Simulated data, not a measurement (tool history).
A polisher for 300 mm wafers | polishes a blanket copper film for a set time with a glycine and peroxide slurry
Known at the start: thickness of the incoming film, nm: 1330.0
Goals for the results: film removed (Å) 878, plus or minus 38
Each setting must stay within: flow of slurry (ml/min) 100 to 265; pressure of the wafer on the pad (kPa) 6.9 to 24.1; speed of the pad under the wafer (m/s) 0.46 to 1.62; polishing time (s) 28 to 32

run	day	flow of slurry (ml/min)	pressure of the wafer on the pad (kPa)	speed of the pad under the wafer (m/s)	polishing time (s)	film removed (Å)
1	0	170	15.2	1.04	32	1702.6
2	0.212	170	13.8	1	32	1469.1
3	0.562	170	13.8	1	28	1292.3
4	0.683	170	13.1	1	28	1264.1
5	0.921	170	12.4	1	28	1201.1
6	1.112	170	11	1	28	1134.2
7	1.362	170	10.3	1	28	1043.9
8	1.658	170	9.7	1	28	997.77
9	1.896	165	6.9	0.98	28	795.86
10	2.129	170	6.9	0.98	28	795.8

5 next moves are on the table. One of them brings every result within its allowed miss. Which?
A	2.362	160	8.3	1	32	?
B	2.362	140	8.3	0.98	31	?
C	2.362	200	8.3	0.92	31	?
D	2.362	180	9	0.84	29	?
E	2.362	150	7.6	0.9	29	?

move	film removed (Å)
A	1027.3
B	961.04
C	974.83
D	895.57
E	816.09
A: pushes the last run's worst result past its target
B: pushes the last run's worst result past its target
C: pushes the last run's worst result past its target
D: each result inside its tolerance
E: an improvement on the last run, though not all results are within tolerance
D is the move that brings every result within its allowed miss.
